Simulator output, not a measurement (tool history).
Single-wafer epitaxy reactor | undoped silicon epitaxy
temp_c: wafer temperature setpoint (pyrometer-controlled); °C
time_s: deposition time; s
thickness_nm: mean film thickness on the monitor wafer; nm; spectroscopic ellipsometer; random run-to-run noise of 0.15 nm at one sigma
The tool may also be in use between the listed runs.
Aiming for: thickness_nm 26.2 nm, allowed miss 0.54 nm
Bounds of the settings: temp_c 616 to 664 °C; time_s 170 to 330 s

run 1 hour=0 | temp_c=640 time_s=250 | thickness_nm=33.519
run 2 hour=7.3 | temp_c=637 time_s=250 | thickness_nm=31.259
run 3 hour=13 | temp_c=647 time_s=250 | thickness_nm=38.515
run 4 hour=20.3 | temp_c=654 time_s=250 | thickness_nm=44.194
run 5 hour=23.2 | temp_c=647 time_s=249 | thickness_nm=38.105
run 6 hour=30.4 | temp_c=642 time_s=248 | thickness_nm=34.429
run 7 hour=35.7 | temp_c=638 time_s=248 | thickness_nm=32.002
run 8 hour=36.5 | temp_c=626 time_s=247 | thickness_nm=25.054
run 9 hour=44.7 | temp_c=627 time_s=247 | thickness_nm=25.635
-- hour=48.7 pyrometer calibrated
run 10 hour=48.7 | temp_c=628 time_s=247 | thickness_nm=27.999
run 11 hour=53 | temp_c=627 time_s=247 | thickness_nm=27.207
run 12 hour=54.5 | temp_c=626 time_s=247 | thickness_nm=27.036

Exercise: of the 4 proposed moves below, exactly one satisfies all targets within the stated allowed misses. Which move is it?
run A hour=56 | temp_c=629 time_s=240 | thickness_nm=?
run B hour=56 | temp_c=626 time_s=253 | thickness_nm=?
run C hour=56 | temp_c=624 time_s=249 | thickness_nm=?
run D hour=56 | temp_c=628 time_s=247 | thickness_nm=?

move=A thickness_nm=27.717
move=B thickness_nm=27.51
move=C thickness_nm=26.005
move=D thickness_nm=27.959
A: lands further from the targets than the last run did
B: lands further from the targets than the last run did
C: meets every target
D: lands further from the targets than the last run did
Move C is the one to make.
